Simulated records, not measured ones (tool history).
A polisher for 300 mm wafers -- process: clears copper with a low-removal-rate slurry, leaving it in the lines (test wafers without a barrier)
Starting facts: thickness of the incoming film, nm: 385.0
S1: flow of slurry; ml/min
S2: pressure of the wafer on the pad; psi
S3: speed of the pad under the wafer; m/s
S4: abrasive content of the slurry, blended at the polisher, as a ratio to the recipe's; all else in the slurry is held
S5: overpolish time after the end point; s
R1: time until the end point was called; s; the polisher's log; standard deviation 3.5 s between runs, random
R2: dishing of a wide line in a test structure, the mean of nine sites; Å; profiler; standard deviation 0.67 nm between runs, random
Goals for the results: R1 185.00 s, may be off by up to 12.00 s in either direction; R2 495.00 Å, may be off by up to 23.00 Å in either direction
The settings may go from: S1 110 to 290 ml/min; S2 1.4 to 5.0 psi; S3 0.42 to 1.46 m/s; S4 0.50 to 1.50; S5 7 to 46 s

run 1 hour=0.0 | S1=185 S2=3.2 S3=0.94 S4=1.00 S5=24 | R1=147.67 R2=364.12
run 2 hour=3.9 | S1=185 S2=3.1 S3=0.94 S4=1.00 S5=26 | R1=152.36 R2=383.48
run 3 hour=7.8 | S1=185 S2=2.3 S3=0.94 S4=1.00 S5=26 | R1=206.67 R2=287.24
run 4 hour=11.2 | S1=185 S2=2.4 S3=0.94 S4=1.00 S5=28 | R1=196.59 R2=325.61
run 5 hour=16.9 | S1=205 S2=2.4 S3=0.94 S4=1.00 S5=28 | R1=203.74 R2=335.19
run 6 hour=18.8 | S1=215 S2=2.5 S3=0.94 S4=1.00 S5=29 | R1=187.15 R2=342.66
run 7 hour=22.5 | S1=210 S2=2.5 S3=0.94 S4=1.00 S5=31 | R1=183.36 R2=370.75
run 8 hour=23.6 | S1=210 S2=2.5 S3=0.94 S4=1.00 S5=33 | R1=189.30 R2=382.78

Below are 4 possible settings for the next run. Only one of them brings all results inside the allowed miss of their targets. Which is it?
run A hour=24.7 | S1=220 S2=2.3 S3=1.02 S4=1.25 S5=22 | R1=? R2=?
run B hour=24.7 | S1=235 S2=2.6 S3=0.92 S4=0.95 S5=43 | R1=? R2=?
run C hour=24.7 | S1=220 S2=2.5 S3=0.98 S4=1.00 S5=22 | R1=? R2=?
run D hour=24.7 | S1=240 S2=2.5 S3=1.02 S4=0.95 S5=46 | R1=? R2=?

move=A R1=169.66 R2=284.11
move=B R1=175.03 R2=490.83
move=C R1=170.97 R2=283.20
move=D R1=165.01 R2=540.21
A: further off than the last run
B: all results in spec
C: further off than the last run
D: the result that was furthest off in the last run now lies on the other side of its target
Answer: B

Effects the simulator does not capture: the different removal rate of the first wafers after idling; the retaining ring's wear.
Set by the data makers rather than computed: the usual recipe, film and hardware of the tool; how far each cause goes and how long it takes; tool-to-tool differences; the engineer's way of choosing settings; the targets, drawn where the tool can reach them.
